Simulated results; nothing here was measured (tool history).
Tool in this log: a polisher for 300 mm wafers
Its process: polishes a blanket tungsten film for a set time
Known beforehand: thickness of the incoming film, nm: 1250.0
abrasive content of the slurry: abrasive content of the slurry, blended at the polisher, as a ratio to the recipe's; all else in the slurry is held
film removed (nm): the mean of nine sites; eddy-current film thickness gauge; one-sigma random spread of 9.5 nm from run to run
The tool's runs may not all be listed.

| run | day | flow of slurry (ml/min) | pressure of the wafer on the pad (psi) | speed of the pad under the wafer (m/s) | abrasive content of the slurry | polishing time (s) | film removed (nm) |
|---|---|---|---|---|---|---|---|
| 1 | 0 | 155 | 4 | 0.92 | 1 | 99 | 495.67 |
| 2 | 0.108 | 160 | 4.5 | 0.92 | 1 | 99 | 558.91 |
| 3 | 0.192 | 160 | 4.5 | 0.92 | 1.2 | 99 | 555.34 |
| 4 | 0.296 | 160 | 4.5 | 0.92 | 1.3 | 99 | 589.37 |
| 5 | 0.638 | 160 | 4.8 | 0.92 | 1.3 | 99 | 602.58 |
| 6 | 0.742 | 165 | 5.1 | 0.92 | 1.3 | 99 | 647.77 |
| 7 | 0.988 | 165 | 5.3 | 0.92 | 1.3 | 99 | 661.44 |

Run 8 has not been measured yet. What should we expect?
| 8 | 1.358 | 165 | 5.5 | 0.92 | 1.3 | 99 | ? |

{"run 8": {"film removed (nm)": 672.23}}
